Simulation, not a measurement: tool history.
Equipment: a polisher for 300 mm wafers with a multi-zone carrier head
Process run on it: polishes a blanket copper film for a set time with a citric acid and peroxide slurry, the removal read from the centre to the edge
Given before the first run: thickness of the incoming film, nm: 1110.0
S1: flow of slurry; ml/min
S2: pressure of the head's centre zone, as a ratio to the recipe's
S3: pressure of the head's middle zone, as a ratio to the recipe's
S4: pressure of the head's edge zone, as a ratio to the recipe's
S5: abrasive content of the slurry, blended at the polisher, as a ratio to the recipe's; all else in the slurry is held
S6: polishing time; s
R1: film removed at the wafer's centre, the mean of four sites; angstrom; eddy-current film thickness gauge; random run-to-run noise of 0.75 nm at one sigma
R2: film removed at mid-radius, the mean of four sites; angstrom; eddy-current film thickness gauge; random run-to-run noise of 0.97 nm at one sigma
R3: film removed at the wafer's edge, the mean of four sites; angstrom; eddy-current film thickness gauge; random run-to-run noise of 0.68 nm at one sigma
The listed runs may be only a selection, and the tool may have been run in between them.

run	hour	S1	S2	S3	S4	S5	S6	R1	R2	R3
1	0	310	1	1	1	1	47	1260.7	1242.2	1242.5
2	4.7	310	1.08	1	1	1	47	1321.4	1237.6	1257.8
3	11.8	300	1.05	1	1	0.95	46	1284.4	1210	1202
4	14.9	370	1.05	1	1	0.95	46	1266.3	1230.4	1216
5	19.4	370	0.98	1	1	0.95	46	1215.7	1235.1	1225.9
6	20.4	370	0.98	1	1.03	0.95	46	1225	1232.3	1245.1
7	28.1	370	0.98	1	1.03	0.95	46	1213.2	1241	1215.7
8	31.7	375	0.96	0.99	1.04	0.9	45	1164.5	1205	1202.1
9	37.9	375	0.94	0.98	1.03	0.85	44	1094.3	1148.8	1148.3

What does the tool deliver on the next run?
10	44	370	0.93	0.97	1.01	0.8	44	?	?	?

{"run 10": {"R1": 1070.4, "R2": 1107, "R3": 1138.8}}
